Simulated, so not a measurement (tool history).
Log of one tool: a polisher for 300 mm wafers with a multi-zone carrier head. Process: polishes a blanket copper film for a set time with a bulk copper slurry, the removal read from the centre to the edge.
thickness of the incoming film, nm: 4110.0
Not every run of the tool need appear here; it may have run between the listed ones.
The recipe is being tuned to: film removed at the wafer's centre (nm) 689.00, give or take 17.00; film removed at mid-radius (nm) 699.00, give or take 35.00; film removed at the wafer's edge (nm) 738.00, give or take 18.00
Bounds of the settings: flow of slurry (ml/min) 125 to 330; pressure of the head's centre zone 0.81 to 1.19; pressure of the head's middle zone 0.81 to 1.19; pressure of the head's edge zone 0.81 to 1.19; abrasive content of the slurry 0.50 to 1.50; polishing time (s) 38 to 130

run	day	flow of slurry (ml/min)	pressure of the head's centre zone	pressure of the head's middle zone	pressure of the head's edge zone	abrasive content of the slurry	polishing time (s)	film removed at the wafer's centre (nm)	film removed at mid-radius (nm)	film removed at the wafer's edge (nm)
1	0.000	210	1.00	1.00	1.00	1.00	84	574.47	567.65	557.59
2	0.208	210	1.05	1.00	1.00	1.00	84	602.27	579.62	558.38
3	0.392	210	1.05	0.95	1.00	1.00	84	598.54	545.22	570.79
4	0.504	210	1.05	0.95	0.96	1.00	84	606.37	543.94	553.41
5	0.796	225	1.05	0.96	1.02	1.15	85	628.08	563.41	598.34
6	0.904	225	1.05	0.96	1.02	1.15	97	708.50	653.09	680.16
7	1.121	225	1.04	0.97	1.05	1.20	97	712.64	667.80	703.11
8	1.171	225	1.03	0.98	1.07	1.20	97	710.85	682.43	700.34

5 candidate next runs follow, results not yet known. Just one meets every target within its allowed miss. Identify it.
A	1.221	225	0.99	0.86	1.12	1.05	102	?	?	?
B	1.221	205	0.91	0.92	1.15	1.40	99	?	?	?
C	1.221	220	1.09	0.94	1.07	1.15	102	?	?	?
D	1.221	245	1.03	1.19	1.01	0.90	104	?	?	?
E	1.221	235	0.95	0.97	1.06	1.10	104	?	?	?

move	film removed at the wafer's centre (nm)	film removed at mid-radius (nm)	film removed at the wafer's edge (nm)
A	689.79	617.60	733.25
B	648.67	669.13	762.14
C	773.56	676.21	728.62
D	716.05	808.14	688.34
E	684.51	705.55	735.18
A: brings the result that was furthest off to its target, and leaves another outside
B: the result that was furthest off in the last run now lies on the other side of its target
C: brings the result that was furthest off to its target, and leaves another outside
D: misses by more than the last run did
E: every result within its allowed miss
The move that meets every target is E.
